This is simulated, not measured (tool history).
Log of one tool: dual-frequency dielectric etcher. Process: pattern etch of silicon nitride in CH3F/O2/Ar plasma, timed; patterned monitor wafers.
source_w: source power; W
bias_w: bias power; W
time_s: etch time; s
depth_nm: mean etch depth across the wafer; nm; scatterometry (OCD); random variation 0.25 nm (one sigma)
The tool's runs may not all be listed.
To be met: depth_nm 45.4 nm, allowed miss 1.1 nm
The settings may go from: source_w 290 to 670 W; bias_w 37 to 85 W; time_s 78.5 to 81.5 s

run	hour	source_w	bias_w	time_s	depth_nm
1	0	480	61	78.5	57.263
2	5	480	61	78.5	57.35
3	11.5	480	57	78.5	56.516
4	18.6	450	55	78.5	53.917
5	24.4	430	54	78.5	52.453
6	28.5	430	54	78.5	52.299
7	29.9	410	54	78.5	49.95
8	32.9	400	54	78.5	49.516
9	40.5	390	54	78.5	49.16
10	43.2	380	54	78.5	48.223
11	51	370	54	78.5	47.352

Which of these 5 next moves meets every target?
A	58.8	370	42	80	?
B	58.8	350	57	81.5	?
C	58.8	350	60	80	?
D	58.8	360	52	80.5	?
E	58.8	400	55	81	?

move	depth_nm
A	45.862
B	47.921
C	47.605
D	47.312
E	51.787
A: meets every target
B: further off than the last run
C: further off than the last run
D: as far off as the last run
E: further off than the last run
The right move is A.

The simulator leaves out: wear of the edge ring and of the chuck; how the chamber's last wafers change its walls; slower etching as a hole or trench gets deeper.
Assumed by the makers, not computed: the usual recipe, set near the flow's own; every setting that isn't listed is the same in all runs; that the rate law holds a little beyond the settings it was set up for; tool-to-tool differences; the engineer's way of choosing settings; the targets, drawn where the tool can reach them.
